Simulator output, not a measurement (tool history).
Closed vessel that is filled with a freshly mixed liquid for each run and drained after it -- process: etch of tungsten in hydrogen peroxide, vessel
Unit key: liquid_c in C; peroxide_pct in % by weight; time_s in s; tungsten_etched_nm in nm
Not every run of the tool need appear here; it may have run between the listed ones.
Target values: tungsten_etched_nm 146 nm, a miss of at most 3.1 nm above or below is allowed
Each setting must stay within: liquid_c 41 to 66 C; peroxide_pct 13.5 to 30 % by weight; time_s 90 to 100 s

run  hour  liquid_c  peroxide_pct  time_s  tungsten_etched_nm
  1     0        57          25.5      90              255.17
  2   1.7      54.5          25.5      90              220.05
  3   4.3      54.5          20.5      90              196.57
  4  12.6      54.5          20.5     100              219.52
  5  18.3      52.5          20.5     100                 193
  6  20.6      52.5            26     100              218.41
  7  28.8        51            26     100              199.45
  8  35.5      49.5            26     100              183.55
  9  43.7        45            26     100              138.11
 10  44.4      45.5            26     100              141.23
 11  53.4      45.5            26     100              141.33

Which one of the following 5 next-run settings gets every result inside its allowed miss? There is exactly one.
  A  62.4      44.5            28     100                   ?
  B  62.4        48          21.5      90                   ?
  C  62.4        47            23      95                   ?
  D  62.4        45          26.5     100                   ?
  E  62.4        46            29      95                   ?

move  tungsten_etched_nm
   A              138.19
   B              135.67
   C               139.2
   D              138.75
   E              146.84
A: further off than the last run
B: further off than the last run
C: further off than the last run
D: further off than the last run
E: each result inside its tolerance
Answer: E

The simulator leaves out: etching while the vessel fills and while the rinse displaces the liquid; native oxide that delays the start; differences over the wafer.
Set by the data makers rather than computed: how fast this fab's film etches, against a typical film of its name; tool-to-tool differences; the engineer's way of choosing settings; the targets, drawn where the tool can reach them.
